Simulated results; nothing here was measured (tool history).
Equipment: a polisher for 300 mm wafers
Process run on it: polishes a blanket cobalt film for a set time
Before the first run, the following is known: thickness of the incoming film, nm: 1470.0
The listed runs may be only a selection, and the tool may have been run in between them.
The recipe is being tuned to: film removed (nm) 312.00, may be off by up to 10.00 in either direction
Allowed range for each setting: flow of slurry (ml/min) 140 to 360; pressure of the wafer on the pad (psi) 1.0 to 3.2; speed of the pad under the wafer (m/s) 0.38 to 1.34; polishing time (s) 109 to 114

run,hour,flow of slurry (ml/min),pressure of the wafer on the pad (psi),speed of the pad under the wafer (m/s),polishing time (s),film removed (nm)
1,0.0,230,2.1,0.86,109,441.15
2,1.5,285,2.1,0.86,109,454.61
3,4.8,280,1.9,0.86,109,416.94
4,8.2,280,1.9,0.86,109,413.07
5,11.5,275,1.8,0.86,109,400.36
6,16.2,275,1.7,0.86,109,363.32
7,22.2,265,1.7,0.86,109,371.58
8,29.6,260,1.6,0.86,109,349.64
9,36.7,255,1.6,0.86,109,344.73
10,41.7,245,1.6,0.86,109,345.47
11,49.5,240,1.6,0.86,109,348.71

Consider the 5 candidate settings below. Which is the only one whose results all fall within their allowed miss of target?
A,57.3,340,1.3,0.84,113,?
B,57.3,245,1.9,0.70,110,?
C,57.3,250,1.5,0.86,114,?
D,57.3,265,1.6,0.76,109,?
E,57.3,220,1.8,0.82,109,?

move,film removed (nm)
A,295.78
B,340.29
C,340.38
D,310.53
E,366.10
A: carries the result that was furthest off beyond its target, to the other side
B: gains on the last run, yet a result remains outside its allowed miss
C: gains on the last run, yet a result remains outside its allowed miss
D: in spec on every target
E: moves away from the targets compared with the last run
Correct choice: D, which meets every target
